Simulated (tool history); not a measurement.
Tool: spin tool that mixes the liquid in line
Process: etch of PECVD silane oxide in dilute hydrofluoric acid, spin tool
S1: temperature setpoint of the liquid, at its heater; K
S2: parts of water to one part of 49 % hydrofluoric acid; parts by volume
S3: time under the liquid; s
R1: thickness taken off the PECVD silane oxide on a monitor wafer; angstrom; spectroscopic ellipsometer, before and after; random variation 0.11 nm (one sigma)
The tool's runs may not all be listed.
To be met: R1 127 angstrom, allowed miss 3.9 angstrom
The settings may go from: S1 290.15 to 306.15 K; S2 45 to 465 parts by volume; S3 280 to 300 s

run 1 hour=0 | S1=298.15 S2=255 S3=280 | R1=196.83
run 2 hour=8.7 | S1=298.15 S2=215 S3=280 | R1=243.41
run 3 hour=15.7 | S1=297.15 S2=225 S3=280 | R1=221.53
run 4 hour=20.1 | S1=296.15 S2=235 S3=280 | R1=203.73
run 5 hour=26.2 | S1=296.15 S2=315 S3=280 | R1=137.82
run 6 hour=29.4 | S1=296.15 S2=400 S3=280 | R1=102.2
run 7 hour=31.7 | S1=296.15 S2=400 S3=280 | R1=101.95
run 8 hour=35.8 | S1=297.15 S2=400 S3=280 | R1=105.3
run 9 hour=39.1 | S1=297.65 S2=400 S3=280 | R1=105.01
run 10 hour=44.5 | S1=298.65 S2=400 S3=280 | R1=111.11
run 11 hour=46.7 | S1=299.15 S2=400 S3=280 | R1=111.86
run 12 hour=49.5 | S1=299.15 S2=400 S3=280 | R1=113.15
run 13 hour=55.5 | S1=299.65 S2=400 S3=280 | R1=115.87

Which of these 5 next moves meets every target?
run A hour=61.5 | S1=299.15 S2=390 S3=285 | R1=?
run B hour=61.5 | S1=298.65 S2=390 S3=280 | R1=?
run C hour=61.5 | S1=301.15 S2=405 S3=300 | R1=?
run D hour=61.5 | S1=300.15 S2=400 S3=280 | R1=?
run E hour=61.5 | S1=298.15 S2=360 S3=300 | R1=?

move=A R1=117.55
move=B R1=113.64
move=C R1=125.12
move=D R1=115.15
move=E R1=133.45
A: nearer than the last run, and not there yet
B: further off than the last run
C: meets every target
D: further off than the last run
E: takes the result that was furthest off past its target
Move C is the one to make.

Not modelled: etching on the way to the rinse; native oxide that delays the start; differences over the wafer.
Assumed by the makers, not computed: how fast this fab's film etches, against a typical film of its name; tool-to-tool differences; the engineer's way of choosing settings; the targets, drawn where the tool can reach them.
